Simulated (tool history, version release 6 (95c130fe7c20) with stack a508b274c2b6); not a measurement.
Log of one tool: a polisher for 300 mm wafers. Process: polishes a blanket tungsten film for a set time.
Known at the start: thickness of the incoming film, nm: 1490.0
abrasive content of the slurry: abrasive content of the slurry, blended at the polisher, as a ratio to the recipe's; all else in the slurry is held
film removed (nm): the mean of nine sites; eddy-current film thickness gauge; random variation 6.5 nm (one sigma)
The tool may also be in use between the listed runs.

run	hour	flow of slurry (ml/min)	pressure of the wafer on the pad (kPa)	speed of the pad under the wafer (m/s)	abrasive content of the slurry	polishing time (s)	film removed (nm)
1	0	130	23.4	1.18	1	92	410.36
2	2.9	130	23.4	1.06	1	92	370.31
3	10.4	130	23.4	1.06	0.9	92	372.15
4	18.1	140	23.4	1.06	0.9	92	368.34
5	25.5	140	23.4	1.24	0.9	92	434.16
6	28.5	140	24.1	1.24	0.9	92	440.32
7	36.8	140	24.8	1.24	0.9	92	463.51

Run 8 comes next. What will it give?
8	40.5	140	25.5	1.24	0.9	92	?

Run 8 gave film removed (nm) 471.49.

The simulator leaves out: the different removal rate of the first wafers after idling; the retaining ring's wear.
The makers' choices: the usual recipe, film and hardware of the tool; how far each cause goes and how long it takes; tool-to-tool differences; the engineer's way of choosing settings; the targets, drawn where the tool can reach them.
